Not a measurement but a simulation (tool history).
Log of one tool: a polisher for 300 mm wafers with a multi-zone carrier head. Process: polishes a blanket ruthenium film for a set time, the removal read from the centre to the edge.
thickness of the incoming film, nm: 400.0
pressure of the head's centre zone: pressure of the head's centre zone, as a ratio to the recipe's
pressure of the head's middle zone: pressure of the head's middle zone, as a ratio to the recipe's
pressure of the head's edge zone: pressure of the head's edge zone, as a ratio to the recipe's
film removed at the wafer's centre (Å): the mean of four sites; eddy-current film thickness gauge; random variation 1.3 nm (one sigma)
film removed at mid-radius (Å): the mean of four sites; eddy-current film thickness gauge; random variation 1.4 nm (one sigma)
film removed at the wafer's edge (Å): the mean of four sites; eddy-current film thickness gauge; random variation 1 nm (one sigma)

| run | hour | flow of slurry (ml/min) | pressure of the head's centre zone | pressure of the head's middle zone | pressure of the head's edge zone | polishing time (s) | film removed at the wafer's centre (Å) | film removed at mid-radius (Å) | film removed at the wafer's edge (Å) |
|---|---|---|---|---|---|---|---|---|---|
| 1 | 0 | 250 | 1 | 1 | 1 | 77 | 690.67 | 698.45 | 703.51 |
| 2 | 2.5 | 255 | 0.99 | 1 | 1.04 | 85 | 754.67 | 759.11 | 780.54 |
| 3 | 4.1 | 255 | 0.99 | 1 | 1.04 | 68 | 588.45 | 611.63 | 623.78 |
| 4 | 6.6 | 255 | 0.99 | 1 | 1.04 | 54 | 471.1 | 487.4 | 503.02 |
| 5 | 10.3 | 255 | 0.99 | 1 | 1.11 | 54 | 478.32 | 492.23 | 517.53 |
| 6 | 15.1 | 255 | 0.97 | 1 | 1.13 | 70 | 611.27 | 643.53 | 673.68 |
| 7 | 22.2 | 255 | 0.96 | 0.99 | 1.15 | 79 | 667.01 | 698.06 | 771.06 |
| 8 | 24.9 | 260 | 0.97 | 1 | 1.16 | 86 | 749.77 | 778.27 | 834.46 |
| 9 | 28.3 | 260 | 0.97 | 1 | 1.16 | 91 | 792.65 | 841.61 | 882 |
| 10 | 34.3 | 260 | 0.97 | 0.99 | 1.17 | 95 | 796.71 | 840.73 | 921.78 |
| 11 | 40.2 | 260 | 0.98 | 0.99 | 1.17 | 98 | 861.75 | 874.66 | 968.77 |

The next listed run, before its measurement:
| 12 | 42.8 | 265 | 0.98 | 1 | 1.17 | 99 | ? | ? | ? |

{"run 12": {"film removed at the wafer's centre (Å)": 891.42, "film removed at mid-radius (Å)": 902.49, "film removed at the wafer's edge (Å)": 966.59}}
